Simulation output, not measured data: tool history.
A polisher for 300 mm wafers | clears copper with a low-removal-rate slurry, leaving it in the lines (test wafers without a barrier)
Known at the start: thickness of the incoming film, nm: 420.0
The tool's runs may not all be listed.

| run | hour | flow of slurry (ml/min) | pressure of the wafer on the pad (kPa) | speed of the pad under the wafer (m/s) | abrasive content of the slurry | overpolish time after the end point (s) | time until the end point was called (s) | dishing of a wide line in a test structure (Å) |
|---|---|---|---|---|---|---|---|---|
| 1 | 0.0 | 220 | 22.8 | 1.32 | 1.0 | 20 | 88.305 | 234.65 |
| 2 | 2.8 | 220 | 22.8 | 1.32 | 1.0 | 12 | 89.426 | 209.87 |
| 3 | 5.4 | 220 | 20.7 | 1.32 | 1.0 | 13 | 97.572 | 208.10 |
| 4 | 12.7 | 220 | 18.6 | 1.32 | 1.0 | 13 | 105.160 | 200.63 |
| 5 | 13.3 | 215 | 17.2 | 1.32 | 1.0 | 15 | 114.080 | 198.07 |
| 6 | 15.2 | 215 | 17.2 | 1.46 | 1.0 | 15 | 106.650 | 205.58 |
| 7 | 20.5 | 205 | 15.9 | 1.46 | 1.0 | 16 | 114.240 | 208.93 |
| 8 | 24.4 | 195 | 15.2 | 1.46 | 1.0 | 16 | 119.700 | 200.72 |

The next listed run, before its measurement:
| 9 | 25.3 | 175 | 13.1 | 1.44 | 1.0 | 23 | ? | ? |

{"run 9": {"time until the end point was called (s)": 138.57, "dishing of a wide line in a test structure (Å)": 218.47}}

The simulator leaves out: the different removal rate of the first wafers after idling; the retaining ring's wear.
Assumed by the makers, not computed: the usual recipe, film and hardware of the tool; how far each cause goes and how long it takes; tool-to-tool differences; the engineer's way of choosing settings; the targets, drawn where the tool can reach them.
